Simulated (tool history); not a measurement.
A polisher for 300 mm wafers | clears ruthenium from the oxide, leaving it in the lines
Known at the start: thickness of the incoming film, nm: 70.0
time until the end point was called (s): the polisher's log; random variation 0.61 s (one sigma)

| run | day | flow of slurry (ml/min) | pressure of the wafer on the pad (psi) | speed of the pad under the wafer (cm/s) | overpolish time after the end point (s) | time until the end point was called (s) |
|---|---|---|---|---|---|---|
| 1 | 0 | 300 | 1.8 | 82 | 11 | 92.357 |
| 2 | 0.354 | 300 | 1.8 | 70 | 11 | 105.31 |
| 3 | 0.417 | 300 | 2 | 70 | 11 | 95.179 |
| 4 | 0.704 | 230 | 2 | 70 | 11 | 98.182 |
| 5 | 0.988 | 245 | 2.1 | 70 | 11 | 92.361 |
| 6 | 1.304 | 245 | 2.1 | 70 | 8 | 93.07 |
| 7 | 1.342 | 255 | 2.2 | 70 | 8 | 87.658 |

The next listed run, before its measurement:
| 8 | 1.467 | 265 | 2.3 | 70 | 8 | ? |

{"run 8": {"time until the end point was called (s)": 85.678}}

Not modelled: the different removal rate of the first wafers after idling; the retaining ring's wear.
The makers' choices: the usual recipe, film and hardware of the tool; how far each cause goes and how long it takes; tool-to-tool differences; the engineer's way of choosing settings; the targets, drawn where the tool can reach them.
